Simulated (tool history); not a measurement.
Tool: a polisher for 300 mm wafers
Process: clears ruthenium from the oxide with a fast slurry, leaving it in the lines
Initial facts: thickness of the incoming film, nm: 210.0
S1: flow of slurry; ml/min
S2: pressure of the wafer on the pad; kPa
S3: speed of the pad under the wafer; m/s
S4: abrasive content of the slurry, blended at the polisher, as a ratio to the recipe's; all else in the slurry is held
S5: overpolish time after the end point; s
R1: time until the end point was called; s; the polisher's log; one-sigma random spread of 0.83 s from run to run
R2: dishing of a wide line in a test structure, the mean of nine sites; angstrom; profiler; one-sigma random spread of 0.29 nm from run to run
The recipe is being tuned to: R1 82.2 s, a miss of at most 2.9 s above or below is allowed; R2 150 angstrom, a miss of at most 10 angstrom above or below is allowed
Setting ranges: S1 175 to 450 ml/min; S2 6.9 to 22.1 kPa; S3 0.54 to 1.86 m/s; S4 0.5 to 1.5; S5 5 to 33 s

run 1 day=0 | S1=290 S2=14.5 S3=1.18 S4=1 S5=17 | R1=58.742 R2=436.81
run 2 day=0.225 | S1=290 S2=13.1 S3=1.18 S4=1 S5=14 | R1=65.343 R2=358.63
run 3 day=0.471 | S1=290 S2=14.5 S3=1.18 S4=1 S5=14 | R1=58.57 R2=362.97
run 4 day=0.554 | S1=290 S2=15.2 S3=1.04 S4=1 S5=12 | R1=64.307 R2=305.58
run 5 day=0.658 | S1=290 S2=15.2 S3=1.04 S4=1 S5=17 | R1=64 R2=412.08
run 6 day=0.975 | S1=290 S2=15.2 S3=1.04 S4=1 S5=12 | R1=62.238 R2=300.3
run 7 day=1.033 | S1=290 S2=15.2 S3=0.96 S4=1 S5=10 | R1=68.198 R2=240.46
run 8 day=1.408 | S1=290 S2=14.5 S3=0.94 S4=1 S5=9 | R1=74.076 R2=205.94
run 9 day=1.779 | S1=290 S2=12.4 S3=0.96 S4=1 S5=5 | R1=82.568 R2=109.02
run 10 day=1.838 | S1=290 S2=12.4 S3=0.96 S4=1 S5=6 | R1=83.392 R2=133.14
run 11 day=1.958 | S1=290 S2=12.4 S3=0.96 S4=1 S5=8 | R1=82.333 R2=167.44

Which single option among these 4 for the next run brings every result within its allowed miss of target? Just one does.
run A day=2.079 | S1=300 S2=12.4 S3=1.08 S4=1 S5=8 | R1=? R2=?
run B day=2.079 | S1=270 S2=11.7 S3=0.96 S4=1.05 S5=9 | R1=? R2=?
run C day=2.079 | S1=320 S2=11 S3=1 S4=0.95 S5=9 | R1=? R2=?
run D day=2.079 | S1=350 S2=11.7 S3=0.96 S4=1.1 S5=7 | R1=? R2=?

move=A R1=74.648 R2=190.21
move=B R1=87.554 R2=183.12
move=C R1=91.435 R2=175.99
move=D R1=84.037 R2=150.84
A: moves away from the targets compared with the last run
B: moves away from the targets compared with the last run
C: moves away from the targets compared with the last run
D: all results in spec
Answer: D
